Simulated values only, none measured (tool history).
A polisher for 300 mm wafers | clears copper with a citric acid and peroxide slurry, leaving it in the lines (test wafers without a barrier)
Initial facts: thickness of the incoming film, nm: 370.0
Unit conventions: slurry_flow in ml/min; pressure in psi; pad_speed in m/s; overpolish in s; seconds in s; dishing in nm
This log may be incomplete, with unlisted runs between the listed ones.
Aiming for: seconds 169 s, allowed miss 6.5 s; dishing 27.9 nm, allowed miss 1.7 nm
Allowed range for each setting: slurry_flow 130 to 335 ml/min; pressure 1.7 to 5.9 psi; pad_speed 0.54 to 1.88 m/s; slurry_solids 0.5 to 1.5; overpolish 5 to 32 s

run 1 day=0 | slurry_flow=215 pressure=3.8 pad_speed=1.2 slurry_solids=1 overpolish=16 | seconds=128.79 dishing=30.27
run 2 day=0.038 | slurry_flow=215 pressure=3.8 pad_speed=1.2 slurry_solids=0.9 overpolish=16 | seconds=129.23 dishing=30.174
run 3 day=0.162 | slurry_flow=235 pressure=3.8 pad_speed=1.2 slurry_solids=0.9 overpolish=16 | seconds=130.89 dishing=29.843
run 4 day=0.471 | slurry_flow=235 pressure=3.7 pad_speed=1.2 slurry_solids=0.9 overpolish=16 | seconds=132.98 dishing=29.349
run 5 day=0.692 | slurry_flow=235 pressure=3.7 pad_speed=1.36 slurry_solids=0.9 overpolish=16 | seconds=121.68 dishing=30.011
run 6 day=0.933 | slurry_flow=235 pressure=4.1 pad_speed=1.36 slurry_solids=0.9 overpolish=16 | seconds=111.62 dishing=33.929
run 7 day=1.262 | slurry_flow=235 pressure=3.9 pad_speed=1.34 slurry_solids=0.9 overpolish=17 | seconds=118.63 dishing=34.912
run 8 day=1.604 | slurry_flow=235 pressure=3.7 pad_speed=1.34 slurry_solids=0.9 overpolish=17 | seconds=120.93 dishing=33.146
run 9 day=1.746 | slurry_flow=235 pressure=3.5 pad_speed=1.34 slurry_solids=0.9 overpolish=17 | seconds=126.85 dishing=31.617
run 10 day=1.862 | slurry_flow=235 pressure=3.4 pad_speed=1.34 slurry_solids=0.9 overpolish=17 | seconds=129.17 dishing=30.177
run 11 day=1.988 | slurry_flow=235 pressure=3.4 pad_speed=1.34 slurry_solids=0.9 overpolish=17 | seconds=129.78 dishing=30.904
run 12 day=2.192 | slurry_flow=235 pressure=3.4 pad_speed=1.34 slurry_solids=0.9 overpolish=17 | seconds=132.27 dishing=30.79

Of the 4 settings listed for the next run, only one would bring every result within its allowed miss of target. Which one?
run A day=2.396 | slurry_flow=200 pressure=2.2 pad_speed=1.54 slurry_solids=0.85 overpolish=20 | seconds=? dishing=?
run B day=2.396 | slurry_flow=255 pressure=4.5 pad_speed=1.52 slurry_solids=0.75 overpolish=15 | seconds=? dishing=?
run C day=2.396 | slurry_flow=240 pressure=4 pad_speed=1.58 slurry_solids=1 overpolish=15 | seconds=? dishing=?
run D day=2.396 | slurry_flow=170 pressure=4.1 pad_speed=1.16 slurry_solids=1.4 overpolish=18 | seconds=? dishing=?

move=A seconds=168.75 dishing=27.508
move=B seconds=98.899 dishing=35.091
move=C seconds=99.988 dishing=34.617
move=D seconds=116.3 dishing=35.629
A: each result inside its tolerance
B: lands further from the targets than the last run did
C: lands further from the targets than the last run did
D: lands further from the targets than the last run did
So the answer is move A, the one that meets all the targets.

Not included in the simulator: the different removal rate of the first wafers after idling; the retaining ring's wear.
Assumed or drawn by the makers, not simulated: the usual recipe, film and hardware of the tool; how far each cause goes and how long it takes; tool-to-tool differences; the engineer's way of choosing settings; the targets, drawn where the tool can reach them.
